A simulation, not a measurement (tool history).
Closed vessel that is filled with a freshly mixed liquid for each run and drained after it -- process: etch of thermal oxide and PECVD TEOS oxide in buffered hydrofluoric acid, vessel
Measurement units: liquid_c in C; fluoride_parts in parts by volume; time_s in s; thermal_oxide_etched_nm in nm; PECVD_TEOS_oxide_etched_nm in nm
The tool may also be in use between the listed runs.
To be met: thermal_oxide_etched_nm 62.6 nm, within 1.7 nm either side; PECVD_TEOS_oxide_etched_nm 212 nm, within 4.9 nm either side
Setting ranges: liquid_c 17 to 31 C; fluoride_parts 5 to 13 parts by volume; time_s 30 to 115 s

run,hour,liquid_c,fluoride_parts,time_s,thermal_oxide_etched_nm,PECVD_TEOS_oxide_etched_nm
1,0,23,8,60,78.24,265.6
2,5.1,23,8,80,104.9,356.51
3,8.5,21,8.5,80,88.635,295.18
4,11.3,21,7.5,80,100.85,342.26
5,11.9,21,6,80,124.36,423.87
6,17,19.5,7,80,100.69,340.14
7,18.3,18.5,8,80,81.866,277.86
8,19.2,18,8.5,80,74.618,252.75
9,26.7,18,8.5,80,75.005,253.62

Of the 4 settings listed for the next run, only one would bring every result within its allowed miss of target. Which one?
A,34.2,20.5,8.5,90,?,?
B,34.2,17,6,75,?,?
C,34.2,17.5,7.5,60,?,?
D,34.2,18.5,12,80,?,?

move,thermal_oxide_etched_nm,PECVD_TEOS_oxide_etched_nm
A,96.105,331.98
B,92.726,320.31
C,61.968,214.06
D,56.202,194.14
A: further off than the last run
B: further off than the last run
C: every result within its allowed miss
D: carries the result that was furthest off beyond its target, to the other side
Answer: C
